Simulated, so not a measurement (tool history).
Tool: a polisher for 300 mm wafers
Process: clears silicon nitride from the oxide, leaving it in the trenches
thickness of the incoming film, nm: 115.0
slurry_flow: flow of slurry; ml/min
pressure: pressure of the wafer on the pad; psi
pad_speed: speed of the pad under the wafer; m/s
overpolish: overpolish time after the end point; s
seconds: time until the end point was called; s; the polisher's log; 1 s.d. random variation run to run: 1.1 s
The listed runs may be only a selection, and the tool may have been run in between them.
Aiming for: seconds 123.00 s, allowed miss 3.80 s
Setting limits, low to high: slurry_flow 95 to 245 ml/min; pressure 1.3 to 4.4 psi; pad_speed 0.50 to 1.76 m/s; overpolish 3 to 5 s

run	hour	slurry_flow	pressure	pad_speed	overpolish	seconds
1	0.0	155	2.8	1.12	5	107.02
2	1.9	150	2.7	1.12	5	109.04
3	8.1	150	2.6	1.12	5	113.73
4	11.0	145	2.5	1.12	5	120.90
5	15.3	145	2.5	0.98	5	136.98
6	23.1	145	2.5	0.74	5	177.29
7	30.8	150	2.7	0.74	5	166.05
8	34.7	155	2.9	0.74	5	150.96
9	42.2	160	3.0	0.74	5	147.32
10	45.1	160	3.1	0.74	5	143.70
11	47.1	165	3.2	0.74	5	137.58
12	49.1	165	3.3	0.74	5	130.95
13	50.4	170	3.4	0.74	5	130.51

Of the 4 settings listed for the next run, only one would bring every result within its allowed miss of target. Which one?
A	51.7	200	3.4	0.64	4	?
B	51.7	180	3.2	0.82	5	?
C	51.7	115	3.0	0.84	3	?
D	51.7	160	2.3	1.04	4	?

move	seconds
A	146.21
B	124.09
C	138.37
D	138.12
A: lands further from the targets than the last run did
B: meets every target
C: lands further from the targets than the last run did
D: lands further from the targets than the last run did
So the answer is move B, the one that meets all the targets.
